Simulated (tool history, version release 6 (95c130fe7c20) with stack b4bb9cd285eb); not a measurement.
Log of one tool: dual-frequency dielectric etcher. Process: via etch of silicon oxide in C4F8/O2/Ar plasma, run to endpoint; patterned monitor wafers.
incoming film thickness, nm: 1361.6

run	hour	source power (W)	bias power (W)	endpoint time (s)
1	0	1490	2383	248.05
2	6.4	1530	2394	241.83
3	11	1560	2400	239.96
4	16.8	1460	2400	248.42
5	22.7	1500	2408	245.57
# hour 26.6: wet clean of the chamber
6	26.6	1620	2408	245.21
7	34.5	1630	2511	239.29
8	41	1670	2553	234.47
9	44.9	1700	2566	230.8
10	51.7	1720	2572	230.44

The next listed run, before its measurement:
11	53	1740	2579	?

Run 11 gave endpoint time (s) 228.83.
